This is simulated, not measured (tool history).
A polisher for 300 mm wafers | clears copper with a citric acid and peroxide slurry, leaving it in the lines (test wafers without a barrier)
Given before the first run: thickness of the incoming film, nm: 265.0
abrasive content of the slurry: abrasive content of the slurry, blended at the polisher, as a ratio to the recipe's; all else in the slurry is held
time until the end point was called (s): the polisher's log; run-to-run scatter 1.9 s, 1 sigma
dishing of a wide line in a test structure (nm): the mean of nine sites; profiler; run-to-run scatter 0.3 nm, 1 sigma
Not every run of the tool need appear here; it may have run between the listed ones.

run	hour	flow of slurry (ml/min)	pressure of the wafer on the pad (kPa)	speed of the pad under the wafer (cm/s)	abrasive content of the slurry	overpolish time after the end point (s)	time until the end point was called (s)	dishing of a wide line in a test structure (nm)
1	0.0	235	20.7	106	1.0	22	108.33	38.254
2	2.7	260	20.7	106	1.0	22	105.67	36.968
3	10.4	280	19.3	106	1.0	19	109.96	31.497
4	17.4	280	19.3	94	1.0	19	123.15	29.605
5	18.7	285	18.6	96	1.0	16	124.21	24.785
# hour 22.0: head pressure recalibrated
6	22.0	285	18.6	82	1.0	16	139.82	21.644
7	30.6	290	19.3	82	1.0	15	137.74	20.956

What will run 8 give?
8	38.2	295	20.0	82	1.0	14	?	?

time until the end point was called (s): 132.22
dishing of a wide line in a test structure (nm): 20.797
